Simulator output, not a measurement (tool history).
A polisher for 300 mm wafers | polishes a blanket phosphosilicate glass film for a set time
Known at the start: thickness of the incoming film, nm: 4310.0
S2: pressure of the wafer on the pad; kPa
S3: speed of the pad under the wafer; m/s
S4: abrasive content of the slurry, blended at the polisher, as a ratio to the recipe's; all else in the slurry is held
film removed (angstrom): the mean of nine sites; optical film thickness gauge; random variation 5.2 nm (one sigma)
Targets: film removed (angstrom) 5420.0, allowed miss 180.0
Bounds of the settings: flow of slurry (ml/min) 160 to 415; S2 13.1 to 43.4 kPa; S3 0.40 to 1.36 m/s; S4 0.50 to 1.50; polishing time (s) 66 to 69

{"run": 1, "day": 0.0, "flow of slurry (ml/min)": 265, "S2": 28.3, "S3": 0.88, "S4": 1.0, "polishing time (s)": 66, "film removed (angstrom)": 6644.7}
{"run": 2, "day": 0.05, "flow of slurry (ml/min)": 265, "S2": 28.3, "S3": 0.98, "S4": 1.0, "polishing time (s)": 66, "film removed (angstrom)": 7375.2}
{"run": 3, "day": 0.121, "flow of slurry (ml/min)": 225, "S2": 28.3, "S3": 0.98, "S4": 1.0, "polishing time (s)": 66, "film removed (angstrom)": 7107.3}
{"run": 4, "day": 0.438, "flow of slurry (ml/min)": 220, "S2": 26.2, "S3": 0.98, "S4": 1.0, "polishing time (s)": 66, "film removed (angstrom)": 6647.1}
{"run": 5, "day": 0.575, "flow of slurry (ml/min)": 215, "S2": 24.8, "S3": 0.98, "S4": 1.0, "polishing time (s)": 66, "film removed (angstrom)": 6244.5}
{"run": 6, "day": 0.875, "flow of slurry (ml/min)": 215, "S2": 24.8, "S3": 0.98, "S4": 1.0, "polishing time (s)": 66, "film removed (angstrom)": 6295.7}
{"run": 7, "day": 0.946, "flow of slurry (ml/min)": 215, "S2": 24.8, "S3": 0.98, "S4": 1.0, "polishing time (s)": 66, "film removed (angstrom)": 6178.1}
{"day": 1.038, "done": "worn pad replaced by a new one"}
{"run": 8, "day": 1.038, "flow of slurry (ml/min)": 210, "S2": 24.1, "S3": 0.98, "S4": 1.0, "polishing time (s)": 66, "film removed (angstrom)": 6556.5}
{"run": 9, "day": 1.2, "flow of slurry (ml/min)": 210, "S2": 21.4, "S3": 0.96, "S4": 1.0, "polishing time (s)": 66, "film removed (angstrom)": 5783.4}

4 next moves are on the table. One of them brings every result within its allowed miss. Which?
{"run": "A", "day": 1.362, "flow of slurry (ml/min)": 205, "S2": 19.3, "S3": 1.08, "S4": 1.1, "polishing time (s)": 66, "film removed (angstrom)": "?"}
{"run": "B", "day": 1.362, "flow of slurry (ml/min)": 165, "S2": 18.6, "S3": 1.04, "S4": 1.35, "polishing time (s)": 66, "film removed (angstrom)": "?"}
{"run": "C", "day": 1.362, "flow of slurry (ml/min)": 200, "S2": 25.5, "S3": 0.7, "S4": 1.0, "polishing time (s)": 69, "film removed (angstrom)": "?"}
{"run": "D", "day": 1.362, "flow of slurry (ml/min)": 235, "S2": 17.9, "S3": 1.08, "S4": 1.1, "polishing time (s)": 69, "film removed (angstrom)": "?"}

move=A film_removed_(angstrom)=5854.4
move=B film_removed_(angstrom)=5754.0
move=C film_removed_(angstrom)=5395.8
move=D film_removed_(angstrom)=5811.6
A: further off than the last run
B: nearer than the last run, and not there yet
C: meets every target
D: further off than the last run
Move C is the one to make.

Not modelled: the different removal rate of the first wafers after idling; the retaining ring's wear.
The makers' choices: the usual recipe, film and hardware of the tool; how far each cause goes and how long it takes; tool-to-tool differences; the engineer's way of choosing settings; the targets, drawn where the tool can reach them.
